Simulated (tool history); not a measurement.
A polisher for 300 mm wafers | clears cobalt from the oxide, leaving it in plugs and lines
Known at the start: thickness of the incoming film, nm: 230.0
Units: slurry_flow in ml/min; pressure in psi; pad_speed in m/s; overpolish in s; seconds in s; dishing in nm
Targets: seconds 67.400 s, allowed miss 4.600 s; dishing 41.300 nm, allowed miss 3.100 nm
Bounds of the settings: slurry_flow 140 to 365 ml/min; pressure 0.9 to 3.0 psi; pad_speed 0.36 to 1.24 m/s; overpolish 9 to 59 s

run	day	slurry_flow	pressure	pad_speed	overpolish	seconds	dishing
1	0.000	235	1.9	0.80	30	61.477	59.443
2	0.229	235	1.9	0.64	30	76.351	56.118
3	0.554	230	1.9	0.66	26	75.186	53.108
4	0.679	230	1.9	0.66	15	74.914	38.679
5	0.988	230	1.9	0.56	15	86.063	35.153
6	1.217	230	1.9	0.64	15	73.254	37.720
7	1.346	230	2.0	0.64	16	71.999	43.000
8	1.708	230	2.1	0.68	11	65.581	35.422
9	1.825	230	2.1	0.68	12	63.715	36.257
10	1.962	230	1.9	0.68	26	75.583	53.097
11	2.162	240	1.9	0.68	25	73.719	52.021
12	2.217	235	1.9	0.68	24	72.260	51.182
13	2.329	230	1.9	0.68	23	74.194	49.422
14	2.588	235	1.9	0.68	22	74.148	49.590
15	2.825	170	2.2	0.70	9	64.332	28.633
16	3.088	180	2.2	0.70	10	65.063	32.798
17	3.125	185	2.2	0.70	11	60.173	34.888
18	3.438	190	2.2	0.70	12	62.579	38.283
19	3.579	190	2.2	0.70	13	60.191	39.010
20	3.783	190	2.2	0.70	14	63.084	41.311

5 next moves are on the table. One of them brings every result within its allowed miss. Which?
A	3.988	185	2.7	0.62	12	?	?
B	3.988	195	2.5	0.68	12	?	?
C	3.988	175	2.2	0.80	11	?	?
D	3.988	195	2.0	0.70	15	?	?
E	3.988	190	2.4	0.68	14	?	?

move	seconds	dishing
A	57.690	39.475
B	57.312	39.642
C	57.385	37.416
D	69.391	40.511
E	59.798	42.512
A: further off than the last run
B: further off than the last run
C: further off than the last run
D: meets every target
E: further off than the last run
Move D is the one to make.
